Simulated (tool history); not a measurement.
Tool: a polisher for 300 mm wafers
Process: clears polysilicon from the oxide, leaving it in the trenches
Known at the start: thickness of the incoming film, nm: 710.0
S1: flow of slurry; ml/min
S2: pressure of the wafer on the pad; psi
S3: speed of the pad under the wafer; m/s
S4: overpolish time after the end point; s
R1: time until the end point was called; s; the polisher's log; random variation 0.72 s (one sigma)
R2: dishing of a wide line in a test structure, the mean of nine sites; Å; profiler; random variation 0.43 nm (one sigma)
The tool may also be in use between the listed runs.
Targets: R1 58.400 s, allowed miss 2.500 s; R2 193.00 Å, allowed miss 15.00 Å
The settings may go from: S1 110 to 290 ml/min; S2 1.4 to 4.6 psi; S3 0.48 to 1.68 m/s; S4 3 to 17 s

Run 1, day 0.000: S1 185 ml/min, S2 3.0 psi, S3 1.08 m/s, S4 9 s. Result: R1 38.995 s, R2 262.20 Å.
Run 2, day 0.325: S1 185 ml/min, S2 2.6 psi, S3 1.08 m/s, S4 7 s. Result: R1 43.641 s, R2 265.77 Å.
Run 3, day 0.396: S1 185 ml/min, S2 2.6 psi, S3 1.08 m/s, S4 5 s. Result: R1 44.190 s, R2 255.56 Å.
Run 4, day 0.683: S1 185 ml/min, S2 2.6 psi, S3 1.24 m/s, S4 5 s. Result: R1 38.432 s, R2 261.95 Å.
Run 5, day 1.054: S1 215 ml/min, S2 2.6 psi, S3 1.24 m/s, S4 5 s. Result: R1 38.164 s, R2 257.83 Å.
Run 6, day 1.317: S1 215 ml/min, S2 2.2 psi, S3 1.24 m/s, S4 5 s. Result: R1 44.371 s, R2 247.24 Å.
Run 7, day 1.567: S1 215 ml/min, S2 2.2 psi, S3 1.24 m/s, S4 5 s. Result: R1 43.954 s, R2 257.67 Å.
Run 8, day 1.854: S1 210 ml/min, S2 1.4 psi, S3 1.22 m/s, S4 3 s. Result: R1 70.307 s, R2 173.05 Å.
Run 9, day 1.979: S1 210 ml/min, S2 1.5 psi, S3 1.24 m/s, S4 3 s. Result: R1 63.447 s, R2 182.30 Å.

5 next moves are on the table. One of them brings every result within its allowed miss. Which?
Run A, day 2.104: S1 225 ml/min, S2 1.4 psi, S3 1.22 m/s, S4 4 s. Result: R1 ?, R2 ?.
Run B, day 2.104: S1 135 ml/min, S2 1.9 psi, S3 0.94 m/s, S4 3 s. Result: R1 ?, R2 ?.
Run C, day 2.104: S1 165 ml/min, S2 1.4 psi, S3 1.30 m/s, S4 4 s. Result: R1 ?, R2 ?.
Run D, day 2.104: S1 165 ml/min, S2 1.4 psi, S3 1.54 m/s, S4 3 s. Result: R1 ?, R2 ?.
Run E, day 2.104: S1 210 ml/min, S2 1.5 psi, S3 1.26 m/s, S4 3 s. Result: R1 ?, R2 ?.

move      R1      R2
   A  68.511  200.61
   B  71.806  168.46
   C  67.358  202.17
   D  57.083  190.75
   E  62.770  181.60
A: further off than the last run
B: further off than the last run
C: further off than the last run
D: meets every target
E: nearer than the last run, and not there yet
The right move is D.
